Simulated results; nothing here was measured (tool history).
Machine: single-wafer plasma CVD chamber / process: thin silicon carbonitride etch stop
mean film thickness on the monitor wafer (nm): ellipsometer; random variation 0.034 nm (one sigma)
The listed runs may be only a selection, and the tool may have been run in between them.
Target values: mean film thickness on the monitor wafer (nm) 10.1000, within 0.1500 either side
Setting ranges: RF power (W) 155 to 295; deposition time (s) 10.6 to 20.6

| run | hour | RF power (W) | deposition time (s) | mean film thickness on the monitor wafer (nm) |
|---|---|---|---|---|
| 1 | 0.0 | 225 | 15.6 | 8.6978 |
| 2 | 6.1 | 195 | 15.6 | 8.3141 |
| 3 | 14.5 | 210 | 15.8 | 8.5707 |
| 4 | 22.8 | 210 | 16.7 | 9.0866 |
| 5 | 28.3 | 220 | 16.8 | 9.2418 |
| 6 | 32.7 | 230 | 16.9 | 9.3667 |
| 7 | 38.6 | 235 | 17.0 | 9.5081 |
| 8 | 42.7 | 240 | 17.0 | 9.6013 |
| 9 | 49.6 | 245 | 17.0 | 9.6846 |

Exactly one of the 4 candidate moves below puts every result within its allowed miss. Which one?
| A | 56.5 | 235 | 18.7 | ? |
| B | 56.5 | 270 | 16.9 | ? |
| C | 56.5 | 255 | 17.6 | ? |
| D | 56.5 | 240 | 18.6 | ? |

| move | mean film thickness on the monitor wafer (nm) |
|---|---|
| A | 10.4510 |
| B | 9.7912 |
| C | 10.0460 |
| D | 10.4520 |
A: takes the biggest miss from the last run beyond its target
B: an improvement on the last run, though not all results are within tolerance
C: hits every target within its allowed miss
D: takes the biggest miss from the last run beyond its target
The move that meets every target is C.

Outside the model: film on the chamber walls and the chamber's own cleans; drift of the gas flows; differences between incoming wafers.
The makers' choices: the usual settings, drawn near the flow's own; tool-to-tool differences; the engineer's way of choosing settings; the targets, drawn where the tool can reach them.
